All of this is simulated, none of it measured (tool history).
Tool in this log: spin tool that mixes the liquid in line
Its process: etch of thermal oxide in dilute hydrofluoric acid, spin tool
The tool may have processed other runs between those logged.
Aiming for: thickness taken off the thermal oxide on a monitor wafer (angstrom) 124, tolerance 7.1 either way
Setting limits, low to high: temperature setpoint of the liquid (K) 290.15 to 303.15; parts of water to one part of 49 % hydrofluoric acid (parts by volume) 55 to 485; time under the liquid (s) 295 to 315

run	hour	temperature setpoint of the liquid (K)	parts of water to one part of 49 % hydrofluoric acid (parts by volume)	time under the liquid (s)	thickness taken off the thermal oxide on a monitor wafer (angstrom)
1	0	295.15	270	295	41.676
2	3.9	295.15	235	295	49.165
3	5.8	296.65	190	295	67.758
4	11.7	296.65	190	295	68.084
5	14.2	298.15	170	295	82.966
6	18.6	299.15	160	295	94.097
7	25.8	300.15	160	295	95.4
8	26.6	300.65	150	295	104.41
9	34.6	301.15	145	295	111.23
10	39	301.65	145	295	112.36
11	47.7	302.65	130	295	135.56

Which one of the following 5 next-run settings gets every result inside its allowed miss? There is exactly one.
A	56.4	303.15	120	305	?
B	56.4	300.65	140	315	?
C	56.4	303.15	125	315	?
D	56.4	301.15	120	300	?
E	56.4	301.65	115	310	?

move	thickness taken off the thermal oxide on a monitor wafer (angstrom)
A	161.35
B	126.84
C	158.88
D	147.32
E	162.93
A: the biggest miss grows against the last run
B: each result inside its tolerance
C: the biggest miss grows against the last run
D: the biggest miss grows against the last run
E: the biggest miss grows against the last run
Move B is the one to make.
